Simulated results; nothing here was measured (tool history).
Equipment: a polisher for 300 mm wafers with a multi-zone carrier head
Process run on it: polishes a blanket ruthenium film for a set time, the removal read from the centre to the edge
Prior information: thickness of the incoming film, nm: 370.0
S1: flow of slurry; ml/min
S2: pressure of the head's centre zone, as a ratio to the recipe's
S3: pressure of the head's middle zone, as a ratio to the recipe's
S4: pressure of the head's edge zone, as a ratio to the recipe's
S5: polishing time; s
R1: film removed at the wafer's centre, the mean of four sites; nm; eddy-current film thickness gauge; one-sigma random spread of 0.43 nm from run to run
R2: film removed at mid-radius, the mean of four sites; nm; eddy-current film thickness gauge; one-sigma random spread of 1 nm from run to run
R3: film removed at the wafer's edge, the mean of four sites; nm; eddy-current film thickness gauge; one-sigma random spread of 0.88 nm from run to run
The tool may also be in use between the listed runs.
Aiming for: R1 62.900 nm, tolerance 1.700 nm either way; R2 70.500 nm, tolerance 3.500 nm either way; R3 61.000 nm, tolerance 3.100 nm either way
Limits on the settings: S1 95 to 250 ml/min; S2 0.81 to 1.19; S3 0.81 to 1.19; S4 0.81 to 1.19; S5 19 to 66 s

run	day	S1	S2	S3	S4	S5	R1	R2	R3
1	0.000	160	1.00	1.00	1.00	42	45.773	46.432	45.830
2	0.354	170	1.01	1.04	1.02	44	48.792	49.452	49.620
3	0.717	175	1.01	1.07	0.99	46	51.293	54.231	52.291
4	0.962	185	1.02	1.10	0.97	47	53.322	56.602	52.417
5	1.300	190	1.02	1.12	0.97	48	55.013	59.461	54.307
6	1.450	190	1.07	1.12	0.97	48	57.037	58.962	54.045
7	1.675	195	1.06	1.14	0.97	49	57.816	61.481	56.937
8	1.896	200	1.06	1.15	0.96	50	59.629	62.843	56.609
9	1.967	200	1.05	1.16	0.96	51	60.381	66.042	56.957
10	2.329	205	1.05	1.17	0.97	51	59.652	65.183	56.518

Pick the move, out of 5, that brings all results within their allowed miss; only one does.
A	2.692	220	1.01	1.19	0.91	47	?	?	?
B	2.692	200	0.99	1.11	0.85	52	?	?	?
C	2.692	215	1.09	1.19	1.00	54	?	?	?
D	2.692	185	1.01	1.18	0.94	50	?	?	?
E	2.692	185	1.01	1.15	0.92	56	?	?	?

move	R1	R2	R3
A	54.036	61.465	52.820
B	57.800	63.317	56.505
C	66.833	70.389	62.902
D	56.098	63.518	56.020
E	62.817	69.577	62.236
A: the biggest miss grows against the last run
B: the biggest miss grows against the last run
C: carries the result that was furthest off beyond its target, to the other side
D: the biggest miss grows against the last run
E: every result within its allowed miss
Answer: E
